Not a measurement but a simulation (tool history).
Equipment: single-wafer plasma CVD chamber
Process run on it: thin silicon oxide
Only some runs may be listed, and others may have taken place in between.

run	hour	heater temperature setpoint (°C)	chamber pressure (mTorr)	RF power (kW)	deposition time (s)	mean film thickness on the monitor wafer (nm)
1	0	405	933	0.25	10.56	19.078
2	8.7	405	867	0.25	10.56	18.14
3	11.6	405	867	0.25	10.88	18.662
4	18.5	405	809	0.25	10.88	17.765
5	19.3	405	964	0.25	10.88	19.86
6	21.8	410	964	0.25	10.88	19.966
7	28.6	410	872	0.245	10.87	18.471
8	31.2	410	812	0.245	10.86	17.511

Run 9, settings as shown, results not yet in. Your forecast:
9	33.6	410	775	0.245	10.86	?

mean film thickness on the monitor wafer (nm): 17.059
